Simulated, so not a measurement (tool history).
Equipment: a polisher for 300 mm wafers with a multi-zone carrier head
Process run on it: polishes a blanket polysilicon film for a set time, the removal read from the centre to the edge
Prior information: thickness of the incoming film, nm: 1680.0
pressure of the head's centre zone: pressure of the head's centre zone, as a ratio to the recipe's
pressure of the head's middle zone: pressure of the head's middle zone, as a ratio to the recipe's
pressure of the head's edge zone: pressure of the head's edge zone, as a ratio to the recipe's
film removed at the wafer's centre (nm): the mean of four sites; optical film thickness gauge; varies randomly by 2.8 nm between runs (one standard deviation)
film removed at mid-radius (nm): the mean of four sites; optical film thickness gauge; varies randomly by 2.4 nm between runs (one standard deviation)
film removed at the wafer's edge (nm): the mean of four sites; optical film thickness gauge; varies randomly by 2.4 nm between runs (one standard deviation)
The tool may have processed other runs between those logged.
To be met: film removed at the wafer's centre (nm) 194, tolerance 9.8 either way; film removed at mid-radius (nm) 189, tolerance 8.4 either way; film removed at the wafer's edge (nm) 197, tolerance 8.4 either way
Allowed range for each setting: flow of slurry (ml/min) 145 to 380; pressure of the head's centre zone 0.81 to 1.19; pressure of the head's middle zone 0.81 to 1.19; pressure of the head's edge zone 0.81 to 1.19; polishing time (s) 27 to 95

run	hour	flow of slurry (ml/min)	pressure of the head's centre zone	pressure of the head's middle zone	pressure of the head's edge zone	polishing time (s)	film removed at the wafer's centre (nm)	film removed at mid-radius (nm)	film removed at the wafer's edge (nm)
1	0	245	1	1	1	61	404.97	419.04	404.95
2	3.6	235	0.99	0.98	0.98	57	394.25	382.43	367.28
3	10.1	225	0.97	0.97	0.99	54	359.53	352.97	356.57
4	11.4	215	0.95	0.96	0.97	51	326.87	325.03	325.73
5	20.1	215	0.88	0.96	0.97	51	304.31	328.88	326.37
6	25.1	210	0.87	0.95	0.96	48	283.83	309.44	302.75
7	31.1	205	0.87	0.94	0.95	46	273.9	291.42	295.02
8	37.5	200	0.87	0.94	0.94	44	259.48	279.23	275.2
9	41.7	195	0.87	0.93	0.93	43	247.34	269.14	272.49
10	49.3	195	0.88	0.93	0.92	41	242.19	258.92	256.95
11	58.1	195	0.88	0.92	0.91	40	234.37	247.26	251.81
12	64.2	195	0.89	0.92	0.9	39	230.3	240.26	237.38
13	72.2	195	0.89	0.91	0.89	38	220.58	233.72	229.41
14	73.6	190	0.89	0.9	0.88	38	221.72	230.03	235.3
15	76.1	190	0.89	0.9	0.88	37	222.73	218.12	224.24
16	81.8	190	0.89	0.9	0.87	37	219.69	225.28	220.82
17	85	180	0.88	0.82	0.87	29	168.61	161.86	177.47
18	86.6	185	0.88	0.83	0.88	29	171.01	166.79	176.19
19	90.7	215	0.9	0.85	0.97	35	212.86	204.21	224.6
20	92	215	0.9	0.85	0.95	35	209.63	205.95	222.89
21	100.9	215	0.9	0.85	0.94	35	212.37	203.32	218.19
22	108.7	215	0.9	0.85	0.93	35	209.41	204.68	219.31
23	114.4	210	0.92	0.85	0.86	29	177.93	165.93	180.53
24	123.4	210	0.92	0.86	0.86	29	180.46	171.86	173.77
25	128.1	210	0.92	0.86	0.87	29	176.65	170.77	175.45
26	134.3	210	0.92	0.86	0.88	29	177.36	169.49	179.84
27	140.5	210	0.92	0.86	0.88	29	179.73	172.78	181.57
28	145.1	210	0.92	0.86	0.89	29	178.74	173.33	180.59
29	154.1	210	0.92	0.86	0.9	29	179.7	169.57	179.79
30	159.4	235	0.92	0.92	0.96	34	214.56	213.37	212.92

Which of these 4 next moves meets every target?
A	164.7	245	1.04	0.91	0.98	30	?	?	?
B	164.7	200	0.94	0.9	0.96	31	?	?	?
C	164.7	175	0.85	0.81	0.95	34	?	?	?
D	164.7	185	0.84	0.9	0.93	35	?	?	?

move	film removed at the wafer's centre (nm)	film removed at mid-radius (nm)	film removed at the wafer's edge (nm)
A	207.78	188.14	198.97
B	191.51	188.78	200.47
C	188.71	187.14	216.63
D	193.72	211.42	221.56
A: the furthest-off result lands on target, but another misses its tolerance
B: every result lands within tolerance
C: the furthest-off result lands on target, but another misses its tolerance
D: neither nearer nor further off than the last run
B meets every target.
